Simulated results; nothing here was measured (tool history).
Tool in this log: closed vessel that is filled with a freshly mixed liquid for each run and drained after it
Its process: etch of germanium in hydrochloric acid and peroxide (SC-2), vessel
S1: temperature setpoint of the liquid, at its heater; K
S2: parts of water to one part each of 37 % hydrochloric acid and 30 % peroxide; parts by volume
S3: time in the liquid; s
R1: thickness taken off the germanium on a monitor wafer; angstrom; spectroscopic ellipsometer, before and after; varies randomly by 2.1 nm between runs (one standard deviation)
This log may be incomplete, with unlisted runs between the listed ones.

run    day      S1   S2   S3      R1
  1  0.000  324.15  5.5  105  3632.6
  2  0.217  324.15  4.5  105  3672.7
  3  0.238  322.15  4.5  105  3431.3
  4  0.504  322.15  4.5  110  3534.5
  5  0.783  322.15  4.5  110  3597.7
  6  1.050  319.15  4.5  110  3270.8
  7  1.179  318.15  4.5  110  3142.3

Run 8 is up next; what results do you expect?
  8  1.475  317.65  4.5  110   ?

Run 8 measured R1 3116.5 angstrom.
